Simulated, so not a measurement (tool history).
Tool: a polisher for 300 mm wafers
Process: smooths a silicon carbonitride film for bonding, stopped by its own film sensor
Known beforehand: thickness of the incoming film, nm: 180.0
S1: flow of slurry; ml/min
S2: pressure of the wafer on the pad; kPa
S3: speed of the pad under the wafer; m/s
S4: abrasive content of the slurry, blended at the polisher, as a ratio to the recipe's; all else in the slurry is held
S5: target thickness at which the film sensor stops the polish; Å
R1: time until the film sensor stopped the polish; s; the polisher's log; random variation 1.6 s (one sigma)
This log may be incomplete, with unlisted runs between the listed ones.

run 1 hour=0.0 | S1=175 S2=17.2 S3=0.82 S4=1.00 S5=1600 | R1=64.410
run 2 hour=8.6 | S1=175 S2=15.2 S3=0.80 S4=1.00 S5=1600 | R1=73.581
run 3 hour=10.6 | S1=175 S2=15.2 S3=0.80 S4=1.20 S5=1600 | R1=67.769
run 4 hour=15.2 | S1=175 S2=15.2 S3=0.80 S4=1.10 S5=1600 | R1=71.618
run 5 hour=23.4 | S1=175 S2=13.1 S3=0.78 S4=1.10 S5=1600 | R1=82.879
run 6 hour=31.6 | S1=175 S2=13.1 S3=0.78 S4=0.95 S5=1600 | R1=89.610
run 7 hour=35.6 | S1=175 S2=11.7 S3=0.78 S4=0.95 S5=1600 | R1=98.288
run 8 hour=41.2 | S1=175 S2=11.0 S3=0.78 S4=0.95 S5=1600 | R1=104.800
run 9 hour=48.3 | S1=170 S2=7.6 S3=0.76 S4=0.95 S5=1600 | R1=151.470

Run 10 has not been measured yet. What should we expect?
run 10 hour=56.1 | S1=180 S2=7.6 S3=0.76 S4=0.95 S5=1600 | R1=?

R1: 151.040 s
